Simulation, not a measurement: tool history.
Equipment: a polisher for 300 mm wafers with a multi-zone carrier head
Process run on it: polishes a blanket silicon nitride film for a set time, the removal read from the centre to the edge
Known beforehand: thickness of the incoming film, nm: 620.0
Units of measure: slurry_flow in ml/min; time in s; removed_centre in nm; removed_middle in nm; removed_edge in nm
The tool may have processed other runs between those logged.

run 1 hour=0.0 | slurry_flow=180 centre_zone=1.00 middle_zone=1.00 edge_zone=1.00 time=39 | removed_centre=63.252 removed_middle=62.759 removed_edge=63.093
run 2 hour=0.6 | slurry_flow=180 centre_zone=1.00 middle_zone=1.00 edge_zone=0.94 time=39 | removed_centre=63.629 removed_middle=64.053 removed_edge=61.215
run 3 hour=4.9 | slurry_flow=165 centre_zone=1.01 middle_zone=1.00 edge_zone=0.90 time=38 | removed_centre=60.331 removed_middle=60.844 removed_edge=58.450
run 4 hour=10.7 | slurry_flow=165 centre_zone=1.01 middle_zone=1.00 edge_zone=0.87 time=38 | removed_centre=60.495 removed_middle=61.282 removed_edge=56.868
run 5 hour=15.3 | slurry_flow=165 centre_zone=1.05 middle_zone=1.00 edge_zone=0.87 time=38 | removed_centre=64.357 removed_middle=61.152 removed_edge=56.988
run 6 hour=16.2 | slurry_flow=205 centre_zone=1.05 middle_zone=1.00 edge_zone=0.87 time=38 | removed_centre=66.655 removed_middle=63.779 removed_edge=58.819
run 7 hour=22.4 | slurry_flow=185 centre_zone=1.05 middle_zone=1.01 edge_zone=0.85 time=38 | removed_centre=65.993 removed_middle=62.064 removed_edge=57.100
run 8 hour=31.4 | slurry_flow=170 centre_zone=1.04 middle_zone=1.02 edge_zone=0.84 time=38 | removed_centre=62.407 removed_middle=62.464 removed_edge=56.487
run 9 hour=31.9 | slurry_flow=160 centre_zone=1.05 middle_zone=1.03 edge_zone=0.83 time=38 | removed_centre=64.669 removed_middle=61.950 removed_edge=55.684
run 10 hour=36.2 | slurry_flow=150 centre_zone=1.04 middle_zone=1.04 edge_zone=0.82 time=38 | removed_centre=60.769 removed_middle=62.238 removed_edge=55.105

Predict the results of run 11:
run 11 hour=37.7 | slurry_flow=145 centre_zone=1.05 middle_zone=1.04 edge_zone=0.82 time=38 | removed_centre=? removed_middle=? removed_edge=?

Run 11 yielded removed_centre 60.606 nm, removed_middle 61.697 nm, removed_edge 55.719 nm.

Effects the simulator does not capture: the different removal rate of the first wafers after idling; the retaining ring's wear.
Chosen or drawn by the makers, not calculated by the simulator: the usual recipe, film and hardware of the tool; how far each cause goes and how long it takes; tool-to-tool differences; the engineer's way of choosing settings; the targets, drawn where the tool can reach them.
